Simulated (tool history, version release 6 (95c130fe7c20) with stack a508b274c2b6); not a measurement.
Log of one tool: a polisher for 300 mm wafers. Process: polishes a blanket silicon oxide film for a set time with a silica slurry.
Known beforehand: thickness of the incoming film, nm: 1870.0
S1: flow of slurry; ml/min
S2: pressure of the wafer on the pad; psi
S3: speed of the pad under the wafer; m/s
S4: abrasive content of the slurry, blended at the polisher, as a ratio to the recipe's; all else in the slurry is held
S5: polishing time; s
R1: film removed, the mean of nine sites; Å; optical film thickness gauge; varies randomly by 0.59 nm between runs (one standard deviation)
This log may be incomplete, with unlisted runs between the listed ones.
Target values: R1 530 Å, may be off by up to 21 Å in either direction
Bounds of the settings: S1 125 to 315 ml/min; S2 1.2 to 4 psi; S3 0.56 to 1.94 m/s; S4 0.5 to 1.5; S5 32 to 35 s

| run | hour | S1 | S2 | S3 | S4 | S5 | R1 |
|---|---|---|---|---|---|---|---|
| 1 | 0 | 205 | 2.6 | 1.24 | 1 | 35 | 801.27 |
| 2 | 6.4 | 205 | 2.5 | 1.24 | 1 | 35 | 752.68 |
| 3 | 9.1 | 205 | 2.5 | 1.1 | 1 | 35 | 689.23 |
| 4 | 11.6 | 205 | 2.7 | 1.1 | 1 | 35 | 746.18 |
| 5 | 15.6 | 205 | 3.3 | 1.1 | 1 | 35 | 898.2 |
| 6 | 17.4 | 205 | 3.1 | 1.1 | 1 | 35 | 867.96 |
| 7 | 24.1 | 205 | 2.9 | 1.1 | 1 | 35 | 813.42 |
| 8 | 25 | 205 | 2.7 | 1.1 | 1 | 35 | 773.99 |
| 9 | 33.6 | 205 | 2.5 | 1.1 | 1 | 35 | 708.15 |
| 10 | 40.7 | 205 | 2.4 | 1.1 | 1 | 35 | 675.9 |
| 11 | 43.5 | 200 | 1.7 | 1.08 | 1 | 35 | 482.91 |
| 12 | 47.7 | 210 | 1.8 | 1.08 | 1 | 35 | 502.9 |

5 candidate next runs follow, results not yet known. Just one meets every target within its allowed miss. Identify it.
| A | 51.9 | 235 | 1.6 | 1.32 | 0.85 | 35 | ? |
| B | 51.9 | 215 | 2 | 1.16 | 0.85 | 34 | ? |
| C | 51.9 | 250 | 1.7 | 1.24 | 0.95 | 33 | ? |
| D | 51.9 | 190 | 1.9 | 1.06 | 1 | 32 | ? |
| E | 51.9 | 215 | 1.7 | 1.12 | 1.15 | 32 | ? |

| move | R1 |
|---|---|
| A | 484.1 |
| B | 530.33 |
| C | 487.63 |
| D | 470.07 |
| E | 467.39 |
A: further off than the last run
B: every result lands within tolerance
C: further off than the last run
D: further off than the last run
E: further off than the last run
Move B is the one to make.
